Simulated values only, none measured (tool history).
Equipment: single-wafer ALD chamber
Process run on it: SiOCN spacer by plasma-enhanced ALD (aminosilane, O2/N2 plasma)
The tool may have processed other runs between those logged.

run    day  heater temperature setpoint (K)  number of ALD cycles (cycles)  mean film thickness on the monitor wafer (Å)
  1      0                           688.15                            103                                        56.123
  2  0.183                           688.15                             97                                        52.635
  3  0.508                           678.15                             97                                        54.724
  4  0.538                           686.15                             97                                        53.227
  5  0.838                           682.15                             97                                        53.945
  6  0.929                           676.15                             97                                        54.895
  7  1.146                           675.15                            100                                        56.881
  8  1.225                           674.15                            102                                        58.379
  9  1.279                           673.15                            104                                        59.152
 10  1.338                           672.15                            106                                         60.71

What will run 11 give?
 11  1.521                           671.15                            108                                             ?

{"run 11": {"mean film thickness on the monitor wafer (Å)": 61.496}}
